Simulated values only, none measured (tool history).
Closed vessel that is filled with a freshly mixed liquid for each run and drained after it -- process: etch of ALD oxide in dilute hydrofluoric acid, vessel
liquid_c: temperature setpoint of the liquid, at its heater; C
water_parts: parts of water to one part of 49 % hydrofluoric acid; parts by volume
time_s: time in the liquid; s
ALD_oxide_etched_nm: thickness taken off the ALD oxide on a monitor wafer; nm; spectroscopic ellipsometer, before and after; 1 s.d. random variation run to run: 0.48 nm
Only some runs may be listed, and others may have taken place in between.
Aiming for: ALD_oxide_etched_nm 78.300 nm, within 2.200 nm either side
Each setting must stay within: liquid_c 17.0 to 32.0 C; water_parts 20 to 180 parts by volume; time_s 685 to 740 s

{"run": 1, "day": 0.0, "liquid_c": 24.0, "water_parts": 100, "time_s": 685, "ALD_oxide_etched_nm": 98.34}
{"run": 2, "day": 0.062, "liquid_c": 24.0, "water_parts": 100, "time_s": 685, "ALD_oxide_etched_nm": 96.994}
{"run": 3, "day": 0.221, "liquid_c": 23.5, "water_parts": 100, "time_s": 685, "ALD_oxide_etched_nm": 94.719}
{"run": 4, "day": 0.508, "liquid_c": 23.5, "water_parts": 100, "time_s": 740, "ALD_oxide_etched_nm": 103.67}
{"run": 5, "day": 0.862, "liquid_c": 23.0, "water_parts": 100, "time_s": 740, "ALD_oxide_etched_nm": 101.27}
{"run": 6, "day": 0.925, "liquid_c": 22.5, "water_parts": 100, "time_s": 740, "ALD_oxide_etched_nm": 100.01}
{"run": 7, "day": 1.05, "liquid_c": 22.0, "water_parts": 100, "time_s": 740, "ALD_oxide_etched_nm": 97.317}
{"run": 8, "day": 1.233, "liquid_c": 21.5, "water_parts": 100, "time_s": 740, "ALD_oxide_etched_nm": 95.528}
{"run": 9, "day": 1.296, "liquid_c": 21.0, "water_parts": 100, "time_s": 740, "ALD_oxide_etched_nm": 92.579}
{"run": 10, "day": 1.583, "liquid_c": 20.5, "water_parts": 100, "time_s": 740, "ALD_oxide_etched_nm": 91.523}
{"run": 11, "day": 1.788, "liquid_c": 20.0, "water_parts": 100, "time_s": 740, "ALD_oxide_etched_nm": 90.102}
{"run": 12, "day": 2.167, "liquid_c": 17.0, "water_parts": 105, "time_s": 740, "ALD_oxide_etched_nm": 74.777}

Pick the move, out of 4, that brings all results within their allowed miss; only one does.
{"run": "A", "day": 2.546, "liquid_c": 19.0, "water_parts": 110, "time_s": 705, "ALD_oxide_etched_nm": "?"}
{"run": "B", "day": 2.546, "liquid_c": 19.0, "water_parts": 110, "time_s": 740, "ALD_oxide_etched_nm": "?"}
{"run": "C", "day": 2.546, "liquid_c": 17.0, "water_parts": 95, "time_s": 740, "ALD_oxide_etched_nm": "?"}
{"run": "D", "day": 2.546, "liquid_c": 23.5, "water_parts": 115, "time_s": 705, "ALD_oxide_etched_nm": "?"}

move=A ALD_oxide_etched_nm=73.641
move=B ALD_oxide_etched_nm=77.297
move=C ALD_oxide_etched_nm=83.652
move=D ALD_oxide_etched_nm=83.960
A: moves away from the targets compared with the last run
B: all results land within tolerance of their targets
C: pushes the last run's worst result past its target
D: pushes the last run's worst result past its target
The right move is B.
